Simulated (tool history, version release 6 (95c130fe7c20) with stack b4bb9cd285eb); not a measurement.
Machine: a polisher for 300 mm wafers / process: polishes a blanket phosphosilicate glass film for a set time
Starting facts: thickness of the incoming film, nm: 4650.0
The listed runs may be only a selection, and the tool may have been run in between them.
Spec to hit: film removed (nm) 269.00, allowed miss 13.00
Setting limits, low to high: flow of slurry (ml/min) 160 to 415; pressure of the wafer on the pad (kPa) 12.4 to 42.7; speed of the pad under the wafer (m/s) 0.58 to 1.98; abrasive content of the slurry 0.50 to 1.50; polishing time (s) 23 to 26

run  hour  flow of slurry (ml/min)  pressure of the wafer on the pad (kPa)  speed of the pad under the wafer (m/s)  abrasive content of the slurry  polishing time (s)  film removed (nm)
  1   0.0                      265                                    27.6                                    1.28                            1.00                  26             409.92
  2   2.8                      320                                    27.6                                    1.28                            1.00                  26             407.41
  3   3.9                      320                                    24.8                                    1.26                            1.00                  26             363.30
  4  10.5                      320                                    22.8                                    1.26                            1.00                  26             332.09
  5  16.1                      320                                    22.8                                    1.08                            1.00                  26             293.15
  6  20.0                      320                                    22.8                                    1.08                            1.15                  26             304.46
  7  27.4                      320                                    22.1                                    1.08                            1.15                  26             299.58
  8  29.7                      320                                    18.6                                    1.06                            1.15                  26             250.06

Which single option among these 5 for the next run brings every result within its allowed miss of target? Just one does.
  A  32.0                      320                                    20.0                                    0.88                            1.05                  26                  ?
  B  32.0                      320                                    22.1                                    1.06                            1.25                  26                  ?
  C  32.0                      320                                    20.7                                    1.04                            1.05                  26                  ?
  D  32.0                      350                                    19.3                                    1.02                            1.10                  25                  ?
  E  32.0                      365                                    22.8                                    0.96                            1.20                  26                  ?

move  film removed (nm)
   A             225.15
   B             303.58
   C             265.85
   D             240.95
   E             288.33
A: moves away from the targets compared with the last run
B: moves the result that the last run missed by most past its target, out the other side
C: all results in spec
D: moves away from the targets compared with the last run
E: moves the result that the last run missed by most past its target, out the other side
Move C is the one to make.
